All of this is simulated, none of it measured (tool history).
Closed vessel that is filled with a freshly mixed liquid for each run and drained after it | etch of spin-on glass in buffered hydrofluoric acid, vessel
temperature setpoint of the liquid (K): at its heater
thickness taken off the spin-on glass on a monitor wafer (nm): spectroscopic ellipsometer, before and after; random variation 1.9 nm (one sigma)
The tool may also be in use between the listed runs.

run,hour,temperature setpoint of the liquid (K),parts of 40 % ammonium fluoride to one part of 49 % hydrofluoric acid (parts by volume),time in the liquid (s),thickness taken off the spin-on glass on a monitor wafer (nm)
1,0.0,297.15,7.5,85,376.34
2,7.4,296.65,7.5,85,363.78
3,10.5,296.65,6.5,85,414.87
4,15.0,295.65,6.5,85,395.58
5,20.9,295.15,6.5,85,388.49
6,28.2,295.15,5.0,85,489.22
7,33.2,294.65,5.0,85,475.31
8,37.4,294.15,5.0,85,459.29
9,40.8,293.65,5.0,85,444.95
10,46.5,293.15,5.0,85,426.09
11,50.5,292.65,5.0,85,424.50
12,56.7,292.15,5.0,85,411.60
13,63.3,291.65,5.0,85,397.57

The next listed run, before its measurement:
14,72.4,290.65,6.0,85,?

thickness taken off the spin-on glass on a monitor wafer (nm): 322.04
